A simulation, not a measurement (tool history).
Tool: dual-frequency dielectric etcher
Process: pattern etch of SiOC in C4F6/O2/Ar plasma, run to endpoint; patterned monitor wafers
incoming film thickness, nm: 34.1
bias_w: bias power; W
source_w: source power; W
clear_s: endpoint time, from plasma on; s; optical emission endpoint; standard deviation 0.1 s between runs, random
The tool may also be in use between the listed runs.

| run | day | bias_w | source_w | clear_s |
|---|---|---|---|---|
| 1 | 0.000 | 572 | 300 | 12.120 |
| 2 | 0.104 | 538 | 290 | 12.656 |
| 3 | 0.446 | 509 | 280 | 13.089 |
| 4 | 0.642 | 565 | 280 | 12.596 |
| 5 | 0.662 | 643 | 280 | 11.927 |
| 6 | 0.975 | 602 | 270 | 12.560 |
| 7 | 1.029 | 568 | 260 | 13.061 |
| 8 | 1.367 | 539 | 260 | 13.154 |
| 9 | 1.538 | 513 | 250 | 13.878 |
| 10 | 1.717 | 513 | 250 | 13.824 |
| 11 | 2.000 | 492 | 250 | 13.982 |
| 12 | 2.188 | 473 | 250 | 14.353 |
| 13 | 2.346 | 473 | 250 | 14.217 |

Run 14 is up next; what results do you expect?
| 14 | 2.592 | 458 | 250 | ? |

{"run 14": {"clear_s": 14.677}}

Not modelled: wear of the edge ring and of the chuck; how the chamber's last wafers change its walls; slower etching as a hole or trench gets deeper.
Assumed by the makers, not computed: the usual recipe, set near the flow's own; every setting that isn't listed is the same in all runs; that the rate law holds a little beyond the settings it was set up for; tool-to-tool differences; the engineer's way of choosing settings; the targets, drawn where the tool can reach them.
